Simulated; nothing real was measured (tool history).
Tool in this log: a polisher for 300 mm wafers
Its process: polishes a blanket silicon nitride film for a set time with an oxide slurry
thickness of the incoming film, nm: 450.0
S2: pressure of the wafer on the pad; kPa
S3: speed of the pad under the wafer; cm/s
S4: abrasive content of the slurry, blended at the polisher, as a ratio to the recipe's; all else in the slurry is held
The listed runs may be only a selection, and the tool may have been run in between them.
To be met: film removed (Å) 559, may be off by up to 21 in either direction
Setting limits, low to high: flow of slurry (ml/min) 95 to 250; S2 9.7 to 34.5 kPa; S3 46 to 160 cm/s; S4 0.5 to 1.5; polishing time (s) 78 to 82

{"run": 1, "day": 0.0, "flow of slurry (ml/min)": 160, "S2": 22.1, "S3": 102, "S4": 1, "polishing time (s)": 78, "film removed (Å)": 461.07}
{"run": 2, "day": 0.15, "flow of slurry (ml/min)": 160, "S2": 18.6, "S3": 102, "S4": 1, "polishing time (s)": 78, "film removed (Å)": 410.07}
{"run": 3, "day": 0.408, "flow of slurry (ml/min)": 160, "S2": 14.5, "S3": 102, "S4": 1, "polishing time (s)": 78, "film removed (Å)": 338.81}
{"run": 4, "day": 0.646, "flow of slurry (ml/min)": 160, "S2": 16.5, "S3": 102, "S4": 1, "polishing time (s)": 78, "film removed (Å)": 371.92}
{"run": 5, "day": 0.938, "flow of slurry (ml/min)": 160, "S2": 16.5, "S3": 102, "S4": 0.85, "polishing time (s)": 78, "film removed (Å)": 343.31}
{"run": 6, "day": 0.967, "flow of slurry (ml/min)": 160, "S2": 16.5, "S3": 86, "S4": 0.85, "polishing time (s)": 78, "film removed (Å)": 303.53}
{"run": 7, "day": 1.208, "flow of slurry (ml/min)": 160, "S2": 18.6, "S3": 86, "S4": 0.85, "polishing time (s)": 78, "film removed (Å)": 331.84}
{"run": 8, "day": 1.412, "flow of slurry (ml/min)": 160, "S2": 18.6, "S3": 86, "S4": 0.85, "polishing time (s)": 78, "film removed (Å)": 333.66}
{"run": 9, "day": 1.5, "flow of slurry (ml/min)": 160, "S2": 20.7, "S3": 86, "S4": 0.85, "polishing time (s)": 78, "film removed (Å)": 362.99}
{"run": 10, "day": 1.858, "flow of slurry (ml/min)": 160, "S2": 22.1, "S3": 86, "S4": 0.85, "polishing time (s)": 78, "film removed (Å)": 374.13}
{"run": 11, "day": 2.183, "flow of slurry (ml/min)": 160, "S2": 23.4, "S3": 86, "S4": 0.85, "polishing time (s)": 78, "film removed (Å)": 393.85}
{"run": 12, "day": 2.379, "flow of slurry (ml/min)": 160, "S2": 24.8, "S3": 86, "S4": 0.85, "polishing time (s)": 78, "film removed (Å)": 413.19}
{"run": 13, "day": 2.658, "flow of slurry (ml/min)": 160, "S2": 26.2, "S3": 86, "S4": 0.85, "polishing time (s)": 78, "film removed (Å)": 427.26}
{"run": 14, "day": 2.742, "flow of slurry (ml/min)": 160, "S2": 27.6, "S3": 86, "S4": 0.85, "polishing time (s)": 78, "film removed (Å)": 447.43}
{"run": 15, "day": 2.879, "flow of slurry (ml/min)": 160, "S2": 28.3, "S3": 86, "S4": 0.85, "polishing time (s)": 78, "film removed (Å)": 453.94}
{"run": 16, "day": 3.008, "flow of slurry (ml/min)": 160, "S2": 28.3, "S3": 86, "S4": 0.85, "polishing time (s)": 78, "film removed (Å)": 449.59}
{"run": 17, "day": 3.062, "flow of slurry (ml/min)": 160, "S2": 29, "S3": 86, "S4": 0.85, "polishing time (s)": 78, "film removed (Å)": 473.14}
{"run": 18, "day": 3.308, "flow of slurry (ml/min)": 160, "S2": 29.6, "S3": 86, "S4": 0.85, "polishing time (s)": 78, "film removed (Å)": 469.83}
{"run": 19, "day": 3.567, "flow of slurry (ml/min)": 160, "S2": 30.3, "S3": 86, "S4": 0.85, "polishing time (s)": 78, "film removed (Å)": 497.17}
{"run": 20, "day": 3.638, "flow of slurry (ml/min)": 160, "S2": 31, "S3": 86, "S4": 0.85, "polishing time (s)": 78, "film removed (Å)": 490.14}
{"run": 21, "day": 3.667, "flow of slurry (ml/min)": 160, "S2": 31.7, "S3": 86, "S4": 0.85, "polishing time (s)": 78, "film removed (Å)": 507.36}
{"run": 22, "day": 3.692, "flow of slurry (ml/min)": 160, "S2": 32.4, "S3": 86, "S4": 0.85, "polishing time (s)": 78, "film removed (Å)": 509.34}

Of the 4 settings listed for the next run, only one would bring every result within its allowed miss of target. Which one?
{"run": "A", "day": 3.717, "flow of slurry (ml/min)": 220, "S2": 27.6, "S3": 96, "S4": 0.9, "polishing time (s)": 78, "film removed (Å)": "?"}
{"run": "B", "day": 3.717, "flow of slurry (ml/min)": 220, "S2": 28.3, "S3": 86, "S4": 0.85, "polishing time (s)": 82, "film removed (Å)": "?"}
{"run": "C", "day": 3.717, "flow of slurry (ml/min)": 175, "S2": 31.7, "S3": 92, "S4": 0.9, "polishing time (s)": 80, "film removed (Å)": "?"}
{"run": "D", "day": 3.717, "flow of slurry (ml/min)": 125, "S2": 34.5, "S3": 70, "S4": 1, "polishing time (s)": 82, "film removed (Å)": "?"}

move=A film_removed_(Å)=517.09
move=B film_removed_(Å)=497.12
move=C film_removed_(Å)=559.97
move=D film_removed_(Å)=492.42
A: nearer the targets than the last run, but a result is still out of spec
B: the biggest miss grows against the last run
C: each result inside its tolerance
D: the biggest miss grows against the last run
Answer: C
